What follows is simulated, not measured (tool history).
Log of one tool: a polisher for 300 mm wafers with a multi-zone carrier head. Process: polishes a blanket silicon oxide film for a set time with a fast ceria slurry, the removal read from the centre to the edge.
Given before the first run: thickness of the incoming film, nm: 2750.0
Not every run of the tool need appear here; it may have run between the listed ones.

run,day,flow of slurry (ml/min),pressure of the head's centre zone,pressure of the head's middle zone,pressure of the head's edge zone,polishing time (s),film removed at the wafer's centre (nm),film removed at mid-radius (nm),film removed at the wafer's edge (nm)
1,0,170,1,1,1,44,907.32,914.16,910.08
2,0.279,140,1,1,1,44,886.25,873.34,889.58
3,0.521,165,1,1,1,44,933.27,917.08,912.78
4,0.683,165,0.95,1,1,44,889.87,907.15,936.28
5,0.838,175,0.94,0.98,1.03,47,948.13,958.1,1010
6,1.142,175,0.94,0.93,1.03,47,949,942.12,1002.2
7,1.467,180,0.93,0.92,1.07,50,990.16,985.6,1055
8,1.729,180,0.91,0.89,1.08,53,1016.6,1009.6,1165.4
9,1.929,180,0.91,0.89,1.08,53,1047.8,1001.5,1137.5
10,2.142,185,0.89,0.89,1.09,55,1051.2,1068,1205.3

Run 11 has not been measured yet. What should we expect?
11,2.312,190,0.89,0.88,1.1,56,?,?,?

{"run 11": {"film removed at the wafer's centre (nm)": 1080.9, "film removed at mid-radius (nm)": 1043.2, "film removed at the wafer's edge (nm)": 1254.9}}

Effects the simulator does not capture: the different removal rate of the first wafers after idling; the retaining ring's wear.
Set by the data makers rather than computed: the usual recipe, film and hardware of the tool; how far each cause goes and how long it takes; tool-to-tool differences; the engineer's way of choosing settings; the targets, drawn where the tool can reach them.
